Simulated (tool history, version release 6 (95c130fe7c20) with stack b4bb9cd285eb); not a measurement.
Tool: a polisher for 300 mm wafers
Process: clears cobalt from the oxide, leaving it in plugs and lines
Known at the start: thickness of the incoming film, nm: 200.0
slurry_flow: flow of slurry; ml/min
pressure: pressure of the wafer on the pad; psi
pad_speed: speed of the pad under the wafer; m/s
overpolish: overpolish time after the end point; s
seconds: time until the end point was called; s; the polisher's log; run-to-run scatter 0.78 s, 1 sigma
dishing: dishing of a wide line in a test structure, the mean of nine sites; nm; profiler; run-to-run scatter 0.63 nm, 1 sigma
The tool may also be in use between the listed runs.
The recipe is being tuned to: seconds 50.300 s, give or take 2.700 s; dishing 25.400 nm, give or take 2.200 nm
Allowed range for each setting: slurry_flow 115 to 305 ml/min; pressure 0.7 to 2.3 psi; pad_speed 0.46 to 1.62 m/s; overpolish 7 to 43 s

run  hour  slurry_flow  pressure  pad_speed  overpolish  seconds  dishing
  1   0.0          195       1.5       1.04          22   62.218   25.115
  2   5.9          160       1.5       1.04          22   65.238   24.826
  3   8.0          160       1.5       1.04          13   65.457   20.598
  4  13.6          165       1.6       1.04          15   60.712   22.351
  5  18.5          165       1.4       1.04          15   69.135   21.312
  6  25.7          165       1.4       0.90          15   82.167   20.711
  7  33.5          170       1.6       0.90          16   70.741   21.771
  8  34.2          175       1.7       0.90          17   64.769   22.624
  9  39.2          180       1.8       0.90          18   63.106   22.738
 10  45.7          180       1.9       0.90          19   59.248   24.612
 11  54.0          185       2.0       0.90          19   54.828   25.172

Of the 5 settings listed for the next run, only one would bring every result within its allowed miss of target. Which one?
  A  62.3          160       2.0       0.78          23        ?        ?
  B  62.3          135       2.0       1.24           7        ?        ?
  C  62.3          155       1.9       1.06          19        ?        ?
  D  62.3          205       2.1       0.78          25        ?        ?
  E  62.3          195       2.0       1.12          17        ?        ?

move  seconds  dishing
   A   64.916   24.949
   B   42.419   19.482
   C   50.966   25.060
   D   60.063   25.506
   E   44.660   25.104
A: lands further from the targets than the last run did
B: moves the result that the last run missed by most past its target, out the other side
C: every result within its allowed miss
D: lands further from the targets than the last run did
E: moves the result that the last run missed by most past its target, out the other side
So the answer is move C, the one that meets all the targets.
